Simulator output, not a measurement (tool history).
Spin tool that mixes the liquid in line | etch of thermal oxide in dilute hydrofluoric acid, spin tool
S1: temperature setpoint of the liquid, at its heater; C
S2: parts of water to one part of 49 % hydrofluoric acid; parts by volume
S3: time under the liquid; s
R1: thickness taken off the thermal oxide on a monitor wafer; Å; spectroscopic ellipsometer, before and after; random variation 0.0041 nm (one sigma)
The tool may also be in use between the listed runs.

run	day	S1	S2	S3	R1
1	0.000	21.0	140	45	12.0610
2	0.267	23.5	140	45	13.1880
3	0.400	26.0	140	45	14.5050
4	0.588	23.5	150	45	12.1650
5	0.621	21.5	150	45	11.2700
6	0.808	20.0	155	45	10.2030
7	0.921	19.0	160	45	9.4867

Forecast run 8:
8	1.196	18.5	160	45	?

R1: 9.2757 Å
